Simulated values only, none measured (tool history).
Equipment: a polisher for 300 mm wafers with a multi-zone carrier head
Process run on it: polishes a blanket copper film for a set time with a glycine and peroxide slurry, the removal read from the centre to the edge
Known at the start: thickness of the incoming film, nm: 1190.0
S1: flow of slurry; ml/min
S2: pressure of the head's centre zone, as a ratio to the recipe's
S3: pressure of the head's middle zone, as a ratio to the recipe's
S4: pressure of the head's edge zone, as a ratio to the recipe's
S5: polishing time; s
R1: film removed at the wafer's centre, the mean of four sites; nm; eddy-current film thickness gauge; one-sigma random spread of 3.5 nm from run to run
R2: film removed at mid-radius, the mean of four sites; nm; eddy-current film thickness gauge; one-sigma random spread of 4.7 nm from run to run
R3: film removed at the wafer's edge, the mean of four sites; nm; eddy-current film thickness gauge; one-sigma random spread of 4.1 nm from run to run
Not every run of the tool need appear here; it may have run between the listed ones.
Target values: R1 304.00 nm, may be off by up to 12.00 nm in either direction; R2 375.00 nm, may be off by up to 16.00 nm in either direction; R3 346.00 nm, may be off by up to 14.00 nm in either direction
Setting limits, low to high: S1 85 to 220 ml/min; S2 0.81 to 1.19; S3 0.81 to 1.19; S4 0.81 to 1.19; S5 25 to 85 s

run 1 hour=0.0 | S1=140 S2=1.00 S3=1.00 S4=1.00 S5=55 | R1=244.01 R2=258.83 R3=255.02
run 2 hour=6.5 | S1=145 S2=0.99 S3=1.03 S4=1.03 S5=57 | R1=257.12 R2=273.39 R3=271.74
run 3 hour=12.9 | S1=145 S2=0.99 S3=1.03 S4=1.10 S5=57 | R1=260.24 R2=270.81 R3=268.79
run 4 hour=16.7 | S1=150 S2=0.97 S3=1.05 S4=1.09 S5=59 | R1=266.07 R2=283.44 R3=285.79
run 5 hour=25.7 | S1=150 S2=1.00 S3=1.05 S4=1.09 S5=59 | R1=267.10 R2=285.84 R3=285.53
run 6 hour=27.5 | S1=160 S2=1.01 S3=1.08 S4=1.08 S5=60 | R1=278.08 R2=302.82 R3=292.32
run 7 hour=32.8 | S1=165 S2=1.00 S3=1.10 S4=1.08 S5=61 | R1=283.01 R2=313.38 R3=293.63
run 8 hour=34.4 | S1=165 S2=0.98 S3=1.11 S4=1.08 S5=63 | R1=289.97 R2=326.38 R3=299.91
run 9 hour=37.5 | S1=160 S2=0.94 S3=1.12 S4=1.10 S5=65 | R1=284.45 R2=332.39 R3=318.07
run 10 hour=38.9 | S1=165 S2=0.93 S3=1.13 S4=1.10 S5=66 | R1=287.87 R2=358.02 R3=326.62
run 11 hour=40.8 | S1=185 S2=0.94 S3=1.12 S4=1.15 S5=67 | R1=291.67 R2=357.12 R3=346.36

Consider the 4 candidate settings below. Which is the only one whose results all fall within their allowed miss of target?
run A hour=42.7 | S1=185 S2=0.93 S3=1.16 S4=1.16 S5=68 | R1=? R2=? R3=?
run B hour=42.7 | S1=185 S2=0.97 S3=1.01 S4=1.16 S5=68 | R1=? R2=? R3=?
run C hour=42.7 | S1=120 S2=0.99 S3=1.08 S4=1.19 S5=70 | R1=? R2=? R3=?
run D hour=42.7 | S1=190 S2=1.00 S3=1.06 S4=1.19 S5=64 | R1=? R2=? R3=?

move=A R1=301.97 R2=373.41 R3=350.92
move=B R1=314.75 R2=332.91 R3=351.60
move=C R1=299.62 R2=331.74 R3=344.25
move=D R1=307.01 R2=327.31 R3=336.17
A: each result inside its tolerance
B: moves away from the targets compared with the last run
C: moves away from the targets compared with the last run
D: moves away from the targets compared with the last run
Move A is the one to make.
